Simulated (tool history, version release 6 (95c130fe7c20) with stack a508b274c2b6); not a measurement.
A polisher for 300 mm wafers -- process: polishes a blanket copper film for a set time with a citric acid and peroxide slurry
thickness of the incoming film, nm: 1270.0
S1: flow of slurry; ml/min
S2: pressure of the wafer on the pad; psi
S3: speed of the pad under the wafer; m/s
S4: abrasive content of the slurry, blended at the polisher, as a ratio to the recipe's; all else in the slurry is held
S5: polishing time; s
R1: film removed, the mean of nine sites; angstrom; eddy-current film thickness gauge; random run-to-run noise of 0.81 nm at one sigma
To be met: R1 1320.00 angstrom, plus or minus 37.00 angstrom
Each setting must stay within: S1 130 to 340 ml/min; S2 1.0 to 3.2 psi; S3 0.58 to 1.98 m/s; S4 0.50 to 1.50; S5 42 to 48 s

run	day	S1	S2	S3	S4	S5	R1
1	0.000	220	2.1	1.28	1.00	48	964.80
2	0.042	270	2.1	1.28	1.00	48	997.48
3	0.279	275	2.2	1.28	1.00	48	1017.80
4	0.617	275	2.2	1.28	1.00	42	908.46
5	0.825	275	2.2	1.00	1.00	42	706.89
6	1.171	275	2.4	1.06	1.00	42	824.24
7	1.383	275	2.6	1.10	1.00	42	911.30
8	1.604	275	2.7	1.14	1.00	42	986.88
9	1.858	275	2.8	1.16	1.00	42	1043.80
10	2.233	275	2.9	1.18	1.00	42	1096.10

Exactly one of the 5 candidate moves below puts every result within its allowed miss. Which one?
A	2.608	270	3.0	1.36	0.90	48	?
B	2.608	295	2.8	1.18	0.85	48	?
C	2.608	315	3.2	1.12	1.15	47	?
D	2.608	280	2.7	0.94	1.00	48	?
E	2.608	200	3.2	1.26	1.00	48	?

move	R1
A	1441.60
B	1165.60
C	1336.20
D	934.13
E	1420.30
A: takes the biggest miss from the last run beyond its target
B: closer than the last run, but not yet in spec
C: each result inside its tolerance
D: misses by more than the last run did
E: takes the biggest miss from the last run beyond its target
Answer: C

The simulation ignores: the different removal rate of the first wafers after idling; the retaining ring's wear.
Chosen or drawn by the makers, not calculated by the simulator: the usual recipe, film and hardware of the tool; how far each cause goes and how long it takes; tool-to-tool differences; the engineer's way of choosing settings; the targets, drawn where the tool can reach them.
